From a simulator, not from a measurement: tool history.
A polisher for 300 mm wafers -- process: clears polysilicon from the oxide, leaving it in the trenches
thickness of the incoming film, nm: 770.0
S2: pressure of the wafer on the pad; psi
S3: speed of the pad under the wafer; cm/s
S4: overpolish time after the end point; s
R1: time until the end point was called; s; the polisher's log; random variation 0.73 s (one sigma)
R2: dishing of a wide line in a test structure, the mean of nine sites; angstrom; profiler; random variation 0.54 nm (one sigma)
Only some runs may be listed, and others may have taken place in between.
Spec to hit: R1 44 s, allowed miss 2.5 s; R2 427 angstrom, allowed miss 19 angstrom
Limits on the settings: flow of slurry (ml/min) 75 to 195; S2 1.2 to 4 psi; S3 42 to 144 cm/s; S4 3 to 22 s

run 1 hour=0 | flow_of_slurry_(ml/min)=125 S2=2.6 S3=92 S4=11 | R1=65.238 R2=594.37
run 2 hour=5.5 | flow_of_slurry_(ml/min)=110 S2=2.6 S3=92 S4=11 | R1=65.428 R2=581.73
run 3 hour=13.8 | flow_of_slurry_(ml/min)=105 S2=2.8 S3=92 S4=9 | R1=60.863 R2=555.72
run 4 hour=15.1 | flow_of_slurry_(ml/min)=100 S2=3 S3=92 S4=8 | R1=56.439 R2=529.48
run 5 hour=21 | flow_of_slurry_(ml/min)=75 S2=3 S3=92 S4=8 | R1=62.924 R2=520.71
run 6 hour=25.6 | flow_of_slurry_(ml/min)=75 S2=3 S3=110 S4=8 | R1=52.812 R2=545.18
run 7 hour=29.5 | flow_of_slurry_(ml/min)=75 S2=3.1 S3=106 S4=7 | R1=53.905 R2=513.25
run 8 hour=38.4 | flow_of_slurry_(ml/min)=75 S2=3.2 S3=104 S4=6 | R1=52.321 R2=482.74
run 9 hour=40.8 | flow_of_slurry_(ml/min)=80 S2=3.3 S3=104 S4=5 | R1=51.454 R2=454.27
run 10 hour=49.6 | flow_of_slurry_(ml/min)=100 S2=3.8 S3=104 S4=3 | R1=41.427 R2=368.25
run 11 hour=55.5 | flow_of_slurry_(ml/min)=100 S2=3.8 S3=104 S4=3 | R1=41.09 R2=368.22
run 12 hour=61.7 | flow_of_slurry_(ml/min)=100 S2=3.8 S3=104 S4=3 | R1=40.515 R2=370.63
run 13 hour=64.6 | flow_of_slurry_(ml/min)=95 S2=3.7 S3=106 S4=3 | R1=41.741 R2=368.91
run 14 hour=72.6 | flow_of_slurry_(ml/min)=90 S2=3.5 S3=106 S4=9 | R1=45.245 R2=607.92

Which single option among these 5 for the next run brings every result within its allowed miss of target? Just one does.
run A hour=80.6 | flow_of_slurry_(ml/min)=95 S2=4 S3=92 S4=4 | R1=? R2=?
run B hour=80.6 | flow_of_slurry_(ml/min)=120 S2=3.5 S3=104 S4=5 | R1=? R2=?
run C hour=80.6 | flow_of_slurry_(ml/min)=100 S2=3.7 S3=92 S4=3 | R1=? R2=?
run D hour=80.6 | flow_of_slurry_(ml/min)=120 S2=3.6 S3=100 S4=6 | R1=? R2=?
run E hour=80.6 | flow_of_slurry_(ml/min)=130 S2=3.8 S3=94 S4=3 | R1=? R2=?

move=A R1=44.6 R2=425.58
move=B R1=42.402 R2=496.79
move=C R1=47.42 R2=337.57
move=D R1=42.854 R2=539.86
move=E R1=42.4 R2=364.97
A: every result lands within tolerance
B: closes in on the targets versus the last run, not all within tolerance yet
C: takes the result that was furthest off past its target
D: closes in on the targets versus the last run, not all within tolerance yet
E: takes the result that was furthest off past its target
Move A is the one to make.
